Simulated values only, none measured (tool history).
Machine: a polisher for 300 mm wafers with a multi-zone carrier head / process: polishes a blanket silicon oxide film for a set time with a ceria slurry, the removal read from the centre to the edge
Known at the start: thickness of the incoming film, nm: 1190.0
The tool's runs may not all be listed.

run	hour	flow of slurry (ml/min)	pressure of the head's centre zone	pressure of the head's middle zone	pressure of the head's edge zone	polishing time (s)	film removed at the wafer's centre (Å)	film removed at mid-radius (Å)	film removed at the wafer's edge (Å)
1	0.0	245	1.00	1.00	1.00	60	1756.1	1709.1	1705.7
2	6.3	245	1.00	1.00	1.03	60	1765.3	1740.7	1745.6
3	8.0	290	1.00	1.00	1.03	60	1787.6	1732.2	1778.2
4	15.3	290	1.00	1.03	1.05	62	1842.4	1866.7	1852.4
5	18.2	295	1.00	1.05	1.08	63	1887.6	1929.4	1871.5
6	24.3	300	0.99	1.06	1.10	65	1903.0	2013.5	1963.8
7	25.9	305	0.99	1.07	1.11	66	1941.4	2054.7	1978.9
8	33.6	310	0.98	1.08	1.12	67	1954.2	2083.7	2039.7

What will run 9 give?
9	35.3	315	0.97	1.09	1.13	68	?	?	?

film removed at the wafer's centre (Å): 1964.6
film removed at mid-radius (Å): 2182.6
film removed at the wafer's edge (Å): 2072.9

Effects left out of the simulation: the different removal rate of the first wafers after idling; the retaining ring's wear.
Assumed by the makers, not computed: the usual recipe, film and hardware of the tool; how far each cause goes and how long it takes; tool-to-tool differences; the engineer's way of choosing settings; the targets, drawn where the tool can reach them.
